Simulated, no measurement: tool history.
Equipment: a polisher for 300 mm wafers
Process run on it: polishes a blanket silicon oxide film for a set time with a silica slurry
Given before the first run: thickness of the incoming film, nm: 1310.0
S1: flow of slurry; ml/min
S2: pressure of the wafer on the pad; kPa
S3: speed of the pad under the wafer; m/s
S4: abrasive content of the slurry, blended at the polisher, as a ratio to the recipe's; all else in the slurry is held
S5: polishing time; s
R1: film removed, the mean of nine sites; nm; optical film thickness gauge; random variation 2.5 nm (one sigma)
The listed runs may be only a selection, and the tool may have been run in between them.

run 1 hour=0 | S1=200 S2=35.2 S3=1.4 S4=1 S5=47 | R1=233.38
run 2 hour=2.1 | S1=200 S2=35.2 S3=1.64 S4=1 S5=47 | R1=276.24
run 3 hour=7.1 | S1=200 S2=35.2 S3=1.64 S4=1 S5=43 | R1=241.67
run 4 hour=15.9 | S1=240 S2=35.2 S3=1.64 S4=1 S5=43 | R1=251.11
run 5 hour=24.8 | S1=240 S2=35.2 S3=1.94 S4=1 S5=43 | R1=280.91
run 6 hour=28.4 | S1=240 S2=32.4 S3=1.92 S4=1 S5=43 | R1=275.18
run 7 hour=32.7 | S1=240 S2=32.4 S3=1.92 S4=1 S5=43 | R1=275.18
run 8 hour=34.8 | S1=240 S2=29.6 S3=1.84 S4=1 S5=43 | R1=250.33

Run 9 has not been measured yet. What should we expect?
run 9 hour=36.5 | S1=240 S2=27.6 S3=1.78 S4=1 S5=43 | R1=?

Run 9 measured R1 231.14 nm.

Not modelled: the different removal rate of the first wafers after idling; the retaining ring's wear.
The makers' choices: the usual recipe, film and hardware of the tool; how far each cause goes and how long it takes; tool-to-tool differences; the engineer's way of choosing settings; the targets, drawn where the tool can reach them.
